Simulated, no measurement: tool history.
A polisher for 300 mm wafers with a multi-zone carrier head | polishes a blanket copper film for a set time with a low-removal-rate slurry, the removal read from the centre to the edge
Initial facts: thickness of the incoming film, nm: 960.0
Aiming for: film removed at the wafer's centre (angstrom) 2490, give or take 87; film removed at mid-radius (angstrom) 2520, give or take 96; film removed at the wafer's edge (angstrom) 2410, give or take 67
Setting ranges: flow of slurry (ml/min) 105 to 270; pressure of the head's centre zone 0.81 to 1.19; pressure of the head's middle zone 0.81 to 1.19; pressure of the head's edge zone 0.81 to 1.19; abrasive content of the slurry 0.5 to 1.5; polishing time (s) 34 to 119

run	hour	flow of slurry (ml/min)	pressure of the head's centre zone	pressure of the head's middle zone	pressure of the head's edge zone	abrasive content of the slurry	polishing time (s)	film removed at the wafer's centre (angstrom)	film removed at mid-radius (angstrom)	film removed at the wafer's edge (angstrom)
1	0	175	1	1	1	1	76	1976.3	2032.8	2053.1
2	8.3	175	1	1	1	0.9	76	1943.8	1978.2	1980.2
3	13.9	175	1	1	1	0.9	93	2355.7	2447.3	2425.7
4	20.1	175	1	1	1	1	93	2415.5	2477.1	2525.9
5	22.4	175	1	1	0.99	1	93	2437.2	2485.1	2498.2
6	24.1	175	1	1	0.99	1	79	2055.3	2078.9	2110.2
7	32.4	180	1.01	1.01	1	1	79	2131	2124.7	2162.5
8	40.9	190	1.01	1.02	1	1	79	2138.7	2143.7	2137.4
9	41.9	195	1.01	1.04	1.01	1	79	2104.9	2173.7	2120.8
10	43.1	195	1.01	1.04	1.01	1	79	2124.8	2235.4	2140.4

Exactly one of the 4 candidate moves below puts every result within its allowed miss. Which one?
A	44.3	205	1.05	1.01	0.89	0.95	96	?	?	?
B	44.3	240	1.07	1.12	0.94	1.05	83	?	?	?
C	44.3	240	1.07	1.05	0.99	1.2	88	?	?	?
D	44.3	175	1.07	1.07	1.02	0.9	92	?	?	?

move	film removed at the wafer's centre (angstrom)	film removed at mid-radius (angstrom)	film removed at the wafer's edge (angstrom)
A	2687.4	2522.7	2449.9
B	2483	2490.5	2254.4
C	2729.2	2591.6	2539
D	2533.6	2454.3	2420
A: moves the result that the last run missed by most past its target, out the other side
B: brings the last run's worst result on target, with another outside its allowed miss
C: moves the result that the last run missed by most past its target, out the other side
D: every result lands within tolerance
Correct choice: D, which meets every target

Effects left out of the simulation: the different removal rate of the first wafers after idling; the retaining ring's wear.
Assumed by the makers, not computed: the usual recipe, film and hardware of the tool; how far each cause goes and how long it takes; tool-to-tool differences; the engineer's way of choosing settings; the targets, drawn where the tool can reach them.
